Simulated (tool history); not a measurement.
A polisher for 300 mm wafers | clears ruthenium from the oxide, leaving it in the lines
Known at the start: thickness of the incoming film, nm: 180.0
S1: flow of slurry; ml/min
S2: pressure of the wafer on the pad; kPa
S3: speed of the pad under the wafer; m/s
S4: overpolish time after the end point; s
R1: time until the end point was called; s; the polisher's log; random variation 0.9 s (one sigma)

run	hour	S1	S2	S3	S4	R1
1	0	235	12.4	1.16	13	200.28
2	3.2	235	13.1	1.16	13	186.85
3	4.2	265	13.1	1.16	13	185.07
4	11.5	265	13.1	1.16	10	182.23
5	14.2	270	13.8	1.16	10	175.4
6	15.4	270	14.5	1.16	10	170.36
7	23.7	275	15.2	1.18	10	159.51
8	30.3	280	15.9	1.2	10	149.72
9	34.9	280	16.5	1.22	10	139.76

Run 10 comes next. What will it give?
10	36.7	280	17.2	1.22	10	?

R1: 136.26 s
